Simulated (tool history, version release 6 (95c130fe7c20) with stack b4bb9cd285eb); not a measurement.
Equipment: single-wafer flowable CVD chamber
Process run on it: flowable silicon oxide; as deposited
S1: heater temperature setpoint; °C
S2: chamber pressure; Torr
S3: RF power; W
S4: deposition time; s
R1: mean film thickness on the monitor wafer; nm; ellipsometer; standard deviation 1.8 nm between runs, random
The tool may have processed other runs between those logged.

run,hour,S1,S2,S3,S4,R1
1,0.0,100,0.694,1690,654,292.38
2,4.5,99,0.694,1690,654,301.50
3,9.8,108,0.694,1690,654,229.51
4,11.2,108,0.605,1690,654,203.26
5,19.7,104,0.606,1690,654,227.18
6,24.1,104,0.606,1690,675,235.70
7,26.2,101,0.607,1690,675,257.06

Estimate the outcome of run 8 from the log above:
8,30.2,99,0.608,1690,675,?

{"run 8": {"R1": 272.53}}

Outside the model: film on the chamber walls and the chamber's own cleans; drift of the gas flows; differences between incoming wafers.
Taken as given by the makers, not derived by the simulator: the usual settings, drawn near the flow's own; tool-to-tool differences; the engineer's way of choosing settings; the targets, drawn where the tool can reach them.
